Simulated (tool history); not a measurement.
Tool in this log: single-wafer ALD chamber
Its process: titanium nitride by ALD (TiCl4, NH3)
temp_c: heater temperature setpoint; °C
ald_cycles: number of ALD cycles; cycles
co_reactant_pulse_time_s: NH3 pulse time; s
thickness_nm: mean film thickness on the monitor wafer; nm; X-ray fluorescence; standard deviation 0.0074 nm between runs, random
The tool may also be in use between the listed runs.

run 1 day=0 | temp_c=390 ald_cycles=79 co_reactant_pulse_time_s=2.04 | thickness_nm=1.8762
run 2 day=0.288 | temp_c=390 ald_cycles=79 co_reactant_pulse_time_s=2.33 | thickness_nm=1.8913
run 3 day=0.575 | temp_c=386 ald_cycles=79 co_reactant_pulse_time_s=2.09 | thickness_nm=1.8846
run 4 day=0.612 | temp_c=390 ald_cycles=79 co_reactant_pulse_time_s=1.89 | thickness_nm=1.8793
run 5 day=0.942 | temp_c=386 ald_cycles=79 co_reactant_pulse_time_s=1.72 | thickness_nm=1.8464
run 6 day=1.162 | temp_c=386 ald_cycles=81 co_reactant_pulse_time_s=1.72 | thickness_nm=1.9009
run 7 day=1.442 | temp_c=386 ald_cycles=81 co_reactant_pulse_time_s=1.72 | thickness_nm=1.9073
run 8 day=1.562 | temp_c=383 ald_cycles=81 co_reactant_pulse_time_s=1.57 | thickness_nm=1.8798
run 9 day=1.583 | temp_c=371 ald_cycles=79 co_reactant_pulse_time_s=0.92 | thickness_nm=1.6186

For run 10, what comes out?
run 10 day=1.829 | temp_c=372 ald_cycles=79 co_reactant_pulse_time_s=0.92 | thickness_nm=?

thickness_nm: 1.6357 nm
